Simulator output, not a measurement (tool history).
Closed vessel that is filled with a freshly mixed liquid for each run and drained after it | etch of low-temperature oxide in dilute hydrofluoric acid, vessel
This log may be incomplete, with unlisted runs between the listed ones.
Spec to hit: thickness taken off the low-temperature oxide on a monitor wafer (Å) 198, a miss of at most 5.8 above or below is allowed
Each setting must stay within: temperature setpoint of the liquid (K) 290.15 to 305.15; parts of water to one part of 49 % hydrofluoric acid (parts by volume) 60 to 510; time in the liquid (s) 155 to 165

| run | hour | temperature setpoint of the liquid (K) | parts of water to one part of 49 % hydrofluoric acid (parts by volume) | time in the liquid (s) | thickness taken off the low-temperature oxide on a monitor wafer (Å) |
|---|---|---|---|---|---|
| 1 | 0 | 297.15 | 285 | 155 | 95.709 |
| 2 | 2.5 | 297.15 | 285 | 165 | 100.74 |
| 3 | 9.9 | 297.15 | 325 | 165 | 85.493 |
| 4 | 12.5 | 297.15 | 280 | 165 | 104.71 |
| 5 | 14.2 | 297.15 | 280 | 165 | 104.5 |
| 6 | 17.8 | 298.65 | 265 | 165 | 117.75 |
| 7 | 20 | 299.65 | 250 | 165 | 131.45 |
| 8 | 27.4 | 300.65 | 240 | 165 | 144.12 |
| 9 | 32.9 | 301.15 | 235 | 165 | 149.91 |
| 10 | 41.6 | 305.15 | 195 | 165 | 216.68 |

Which of these 5 next moves meets every target?
| A | 50.3 | 305.15 | 180 | 165 | ? |
| B | 50.3 | 305.15 | 175 | 165 | ? |
| C | 50.3 | 304.15 | 190 | 165 | ? |
| D | 50.3 | 303.65 | 165 | 165 | ? |
| E | 50.3 | 305.15 | 210 | 165 | ? |

| move | thickness taken off the low-temperature oxide on a monitor wafer (Å) |
|---|---|
| A | 240.33 |
| B | 248.76 |
| C | 217.21 |
| D | 253.42 |
| E | 198.52 |
A: further off than the last run
B: further off than the last run
C: roughly where the last run was
D: further off than the last run
E: hits every target within its allowed miss
Answer: E
